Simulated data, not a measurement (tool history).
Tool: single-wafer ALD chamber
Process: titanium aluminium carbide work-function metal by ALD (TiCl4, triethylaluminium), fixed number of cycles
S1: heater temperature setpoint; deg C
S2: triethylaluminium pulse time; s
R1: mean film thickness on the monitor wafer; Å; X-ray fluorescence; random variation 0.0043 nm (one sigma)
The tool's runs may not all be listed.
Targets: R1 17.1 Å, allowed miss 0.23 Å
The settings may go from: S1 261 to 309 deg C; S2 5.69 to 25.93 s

{"run": 1, "hour": 0.0, "S1": 285, "S2": 15.81, "R1": 18.066}
{"run": 2, "hour": 6.5, "S1": 283, "S2": 15.69, "R1": 17.943}
{"run": 3, "hour": 9.2, "S1": 281, "S2": 15.58, "R1": 17.791}
{"run": 4, "hour": 15.2, "S1": 281, "S2": 20.06, "R1": 17.95}
{"run": 5, "hour": 20.7, "S1": 276, "S2": 20.06, "R1": 17.521}
{"run": 6, "hour": 24.4, "S1": 275, "S2": 20, "R1": 17.45}
{"run": 7, "hour": 25.5, "S1": 274, "S2": 19.95, "R1": 17.456}
{"run": 8, "hour": 33.5, "S1": 274, "S2": 19.95, "R1": 17.418}

5 next moves are on the table. One of them brings every result within its allowed miss. Which?
{"run": "A", "hour": 41.5, "S1": 277, "S2": 23.02, "R1": "?"}
{"run": "B", "hour": 41.5, "S1": 278, "S2": 23.54, "R1": "?"}
{"run": "C", "hour": 41.5, "S1": 270, "S2": 20.53, "R1": "?"}
{"run": "D", "hour": 41.5, "S1": 277, "S2": 21.09, "R1": "?"}
{"run": "E", "hour": 41.5, "S1": 278, "S2": 21.31, "R1": "?"}

move=A R1=17.594
move=B R1=17.668
move=C R1=17.08
move=D R1=17.59
move=E R1=17.663
A: further off than the last run
B: further off than the last run
C: meets every target
D: further off than the last run
E: further off than the last run
The right move is C.
